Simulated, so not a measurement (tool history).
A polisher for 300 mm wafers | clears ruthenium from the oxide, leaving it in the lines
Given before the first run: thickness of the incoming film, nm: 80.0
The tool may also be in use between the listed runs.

run,hour,flow of slurry (ml/min),pressure of the wafer on the pad (kPa),speed of the pad under the wafer (cm/s),overpolish time after the end point (s),time until the end point was called (s)
1,0.0,205,11.0,90,7,105.32
2,3.2,155,11.0,90,7,105.79
3,6.8,155,8.3,90,7,140.94
4,10.5,155,9.7,90,7,123.55
5,13.0,155,10.3,90,7,115.04
6,21.0,155,10.3,104,7,101.68

For run 7, what comes out?
7,29.3,155,11.0,104,7,?

{"run 7": {"time until the end point was called (s)": 95.18}}
